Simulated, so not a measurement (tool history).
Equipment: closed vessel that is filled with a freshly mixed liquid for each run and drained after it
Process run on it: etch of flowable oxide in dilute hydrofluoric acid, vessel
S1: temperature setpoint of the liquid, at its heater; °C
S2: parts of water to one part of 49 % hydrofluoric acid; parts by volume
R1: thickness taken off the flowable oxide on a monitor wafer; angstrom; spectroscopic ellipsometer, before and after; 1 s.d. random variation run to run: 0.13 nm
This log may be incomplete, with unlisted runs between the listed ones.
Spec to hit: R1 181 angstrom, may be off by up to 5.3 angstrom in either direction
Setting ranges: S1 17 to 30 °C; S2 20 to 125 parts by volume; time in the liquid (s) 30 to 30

run 1 hour=0 | S1=22 S2=70 time_in_the_liquid_(s)=30 | R1=103.39
run 2 hour=3.8 | S1=22 S2=70 time_in_the_liquid_(s)=30 | R1=103.44
run 3 hour=11.1 | S1=22 S2=60 time_in_the_liquid_(s)=30 | R1=121.75
run 4 hour=19.4 | S1=23 S2=60 time_in_the_liquid_(s)=30 | R1=125.1
run 5 hour=20.7 | S1=24 S2=60 time_in_the_liquid_(s)=30 | R1=131.37
run 6 hour=29.3 | S1=24 S2=60 time_in_the_liquid_(s)=30 | R1=130.99
run 7 hour=32.2 | S1=25 S2=60 time_in_the_liquid_(s)=30 | R1=135.7
run 8 hour=38.9 | S1=25.5 S2=60 time_in_the_liquid_(s)=30 | R1=139.57
run 9 hour=46.8 | S1=26 S2=60 time_in_the_liquid_(s)=30 | R1=143.08
run 10 hour=55.4 | S1=26.5 S2=60 time_in_the_liquid_(s)=30 | R1=146.66

Which one of the following 5 next-run settings gets every result inside its allowed miss? There is exactly one.
run A hour=64 | S1=25.5 S2=50 time_in_the_liquid_(s)=30 | R1=?
run B hour=64 | S1=29.5 S2=55 time_in_the_liquid_(s)=30 | R1=?
run C hour=64 | S1=24.5 S2=50 time_in_the_liquid_(s)=30 | R1=?
run D hour=64 | S1=26.5 S2=70 time_in_the_liquid_(s)=30 | R1=?
run E hour=64 | S1=27 S2=45 time_in_the_liquid_(s)=30 | R1=?

move=A R1=171.44
move=B R1=181.25
move=C R1=164.61
move=D R1=123.67
move=E R1=203.94
A: closes in on the targets versus the last run, not all within tolerance yet
B: in spec on every target
C: closes in on the targets versus the last run, not all within tolerance yet
D: further off than the last run
E: pushes the last run's worst result past its target
The move that meets every target is B.
